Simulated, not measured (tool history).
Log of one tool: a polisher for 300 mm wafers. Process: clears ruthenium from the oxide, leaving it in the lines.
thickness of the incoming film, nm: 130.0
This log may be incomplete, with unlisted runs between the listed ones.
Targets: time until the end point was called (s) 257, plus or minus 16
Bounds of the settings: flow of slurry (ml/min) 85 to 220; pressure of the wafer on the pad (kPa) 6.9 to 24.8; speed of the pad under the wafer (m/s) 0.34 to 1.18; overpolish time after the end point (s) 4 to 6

| run | day | flow of slurry (ml/min) | pressure of the wafer on the pad (kPa) | speed of the pad under the wafer (m/s) | overpolish time after the end point (s) | time until the end point was called (s) |
|---|---|---|---|---|---|---|
| 1 | 0 | 140 | 15.9 | 0.76 | 6 | 143.76 |
| 2 | 0.367 | 140 | 15.2 | 0.76 | 6 | 154.89 |
| 3 | 0.467 | 140 | 14.5 | 0.76 | 6 | 159.63 |
| 4 | 0.842 | 140 | 13.8 | 0.76 | 6 | 169.18 |
| 5 | 1.162 | 140 | 13.8 | 0.76 | 4 | 162.27 |
| 6 | 1.417 | 140 | 12.4 | 0.76 | 4 | 183.68 |
| 7 | 1.704 | 140 | 11.7 | 0.76 | 4 | 190.45 |
| 8 | 1.854 | 140 | 11 | 0.76 | 4 | 206.5 |
| 9 | 2.171 | 140 | 9.7 | 0.76 | 4 | 229.04 |

Pick the move, out of 5, that brings all results within their allowed miss; only one does.
| A | 2.488 | 120 | 10.3 | 0.82 | 6 | ? |
| B | 2.488 | 110 | 11 | 0.76 | 5 | ? |
| C | 2.488 | 135 | 10.3 | 0.72 | 4 | ? |
| D | 2.488 | 150 | 8.3 | 0.72 | 4 | ? |
| E | 2.488 | 150 | 8.3 | 0.78 | 6 | ? |

| move | time until the end point was called (s) |
|---|---|
| A | 210.97 |
| B | 217.62 |
| C | 233.79 |
| D | 283.51 |
| E | 262.34 |
A: its largest miss is bigger than the last run's
B: its largest miss is bigger than the last run's
C: closes in on the targets versus the last run, not all within tolerance yet
D: takes the biggest miss from the last run beyond its target
E: hits every target within its allowed miss
The move that meets every target is E.

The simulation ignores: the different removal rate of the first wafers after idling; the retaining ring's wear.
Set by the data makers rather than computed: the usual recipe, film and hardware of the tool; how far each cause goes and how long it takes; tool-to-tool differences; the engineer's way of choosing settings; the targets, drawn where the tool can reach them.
